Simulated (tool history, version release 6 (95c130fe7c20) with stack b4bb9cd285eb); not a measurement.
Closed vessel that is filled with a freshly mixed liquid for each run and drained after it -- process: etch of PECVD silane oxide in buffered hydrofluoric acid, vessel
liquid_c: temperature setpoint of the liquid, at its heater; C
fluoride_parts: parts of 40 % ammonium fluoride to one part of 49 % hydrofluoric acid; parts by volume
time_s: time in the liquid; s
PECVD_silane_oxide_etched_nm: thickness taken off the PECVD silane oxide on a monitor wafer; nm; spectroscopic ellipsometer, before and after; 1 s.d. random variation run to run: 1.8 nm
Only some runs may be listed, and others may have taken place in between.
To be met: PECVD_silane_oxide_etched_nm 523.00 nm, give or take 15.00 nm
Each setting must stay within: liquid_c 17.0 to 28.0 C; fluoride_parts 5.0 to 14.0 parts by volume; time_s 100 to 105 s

run,hour,liquid_c,fluoride_parts,time_s,PECVD_silane_oxide_etched_nm
1,0.0,20.0,8.5,100,374.13
2,6.4,22.0,8.5,100,422.34
3,9.3,23.5,8.5,100,456.66
4,10.5,24.5,8.5,100,480.64
5,19.7,25.0,8.5,100,495.06
6,25.5,25.0,7.0,100,610.71
7,28.4,24.0,7.0,100,576.87
8,34.3,23.5,7.0,100,560.95
9,36.6,23.0,7.0,100,549.04

Which single option among these 4 for the next run brings every result within its allowed miss of target? Just one does.
A,38.9,21.5,6.5,105,?
B,38.9,24.0,7.5,105,?
C,38.9,23.5,7.0,100,?
D,38.9,23.5,7.5,100,?

move,PECVD_silane_oxide_etched_nm
A,563.47
B,562.59
C,561.69
D,521.39
A: misses by more than the last run did
B: misses by more than the last run did
C: misses by more than the last run did
D: in spec on every target
Go with D: it meets all targets.

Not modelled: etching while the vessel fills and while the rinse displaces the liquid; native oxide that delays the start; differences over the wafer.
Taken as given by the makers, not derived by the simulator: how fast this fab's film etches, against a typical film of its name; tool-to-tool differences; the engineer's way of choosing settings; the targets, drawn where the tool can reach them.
